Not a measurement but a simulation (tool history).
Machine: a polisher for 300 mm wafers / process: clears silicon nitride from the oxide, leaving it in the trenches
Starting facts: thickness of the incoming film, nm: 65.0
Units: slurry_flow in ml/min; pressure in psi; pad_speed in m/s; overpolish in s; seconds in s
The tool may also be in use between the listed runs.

run  hour  slurry_flow  pressure  pad_speed  overpolish  seconds
  1   0.0          255       1.7       0.90          14  113.980
  2   7.0          305       1.7       0.90          14  108.970
  3  11.8          305       1.9       0.90          14   98.414
  4  17.5          335       1.9       0.90          14  101.370
  5  24.8          335       2.1       0.90          14   88.517
  6  30.4          335       1.8       0.86          14  105.950

The next listed run, before its measurement:
  7  36.6          330       1.6       0.80          14        ?

Run 7 measured seconds 126.360 s.

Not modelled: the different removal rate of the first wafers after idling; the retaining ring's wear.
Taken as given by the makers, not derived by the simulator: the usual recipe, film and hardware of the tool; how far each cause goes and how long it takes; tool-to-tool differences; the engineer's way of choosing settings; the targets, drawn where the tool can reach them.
